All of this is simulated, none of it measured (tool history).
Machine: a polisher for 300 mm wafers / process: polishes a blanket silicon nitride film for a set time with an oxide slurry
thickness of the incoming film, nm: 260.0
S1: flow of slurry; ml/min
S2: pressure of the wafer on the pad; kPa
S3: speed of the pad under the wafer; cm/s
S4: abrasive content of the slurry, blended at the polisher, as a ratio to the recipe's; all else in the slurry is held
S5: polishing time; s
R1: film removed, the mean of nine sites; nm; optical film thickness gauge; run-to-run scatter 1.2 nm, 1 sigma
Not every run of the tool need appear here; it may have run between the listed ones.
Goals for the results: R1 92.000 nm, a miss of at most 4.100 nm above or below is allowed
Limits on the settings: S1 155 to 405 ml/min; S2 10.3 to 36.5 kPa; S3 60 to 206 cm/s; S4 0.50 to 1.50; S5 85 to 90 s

{"run": 1, "day": 0.0, "S1": 260, "S2": 23.4, "S3": 132, "S4": 1.0, "S5": 85, "R1": 65.305}
{"run": 2, "day": 0.067, "S1": 260, "S2": 24.8, "S3": 132, "S4": 1.0, "S5": 85, "R1": 68.259}
{"run": 3, "day": 0.208, "S1": 260, "S2": 26.2, "S3": 132, "S4": 1.0, "S5": 85, "R1": 73.479}
{"run": 4, "day": 0.238, "S1": 260, "S2": 26.2, "S3": 132, "S4": 1.0, "S5": 85, "R1": 73.006}
{"run": 5, "day": 0.35, "S1": 260, "S2": 26.2, "S3": 132, "S4": 1.0, "S5": 85, "R1": 72.789}
{"run": 6, "day": 0.383, "S1": 260, "S2": 26.2, "S3": 132, "S4": 1.05, "S5": 85, "R1": 75.515}
{"run": 7, "day": 0.525, "S1": 260, "S2": 26.9, "S3": 132, "S4": 1.05, "S5": 85, "R1": 75.474}
{"run": 8, "day": 0.712, "S1": 260, "S2": 27.6, "S3": 132, "S4": 1.05, "S5": 85, "R1": 78.963}
{"run": 9, "day": 0.954, "S1": 260, "S2": 27.6, "S3": 132, "S4": 1.05, "S5": 85, "R1": 78.17}
{"run": 10, "day": 1.017, "S1": 260, "S2": 28.3, "S3": 132, "S4": 1.05, "S5": 85, "R1": 78.794}

Exercise: of the 4 proposed moves below, exactly one satisfies all targets within the stated allowed misses. Which move is it?
{"run": "A", "day": 1.079, "S1": 305, "S2": 28.3, "S3": 172, "S4": 0.9, "S5": 90, "R1": "?"}
{"run": "B", "day": 1.079, "S1": 275, "S2": 32.4, "S3": 130, "S4": 1.3, "S5": 90, "R1": "?"}
{"run": "C", "day": 1.079, "S1": 215, "S2": 28.3, "S3": 136, "S4": 1.35, "S5": 89, "R1": "?"}
{"run": "D", "day": 1.079, "S1": 240, "S2": 31.0, "S3": 158, "S4": 0.9, "S5": 90, "R1": "?"}

move=A R1=102.570
move=B R1=104.120
move=C R1=91.665
move=D R1=102.230
A: takes the result that was furthest off past its target
B: takes the result that was furthest off past its target
C: all results land within tolerance of their targets
D: takes the result that was furthest off past its target
C meets every target.

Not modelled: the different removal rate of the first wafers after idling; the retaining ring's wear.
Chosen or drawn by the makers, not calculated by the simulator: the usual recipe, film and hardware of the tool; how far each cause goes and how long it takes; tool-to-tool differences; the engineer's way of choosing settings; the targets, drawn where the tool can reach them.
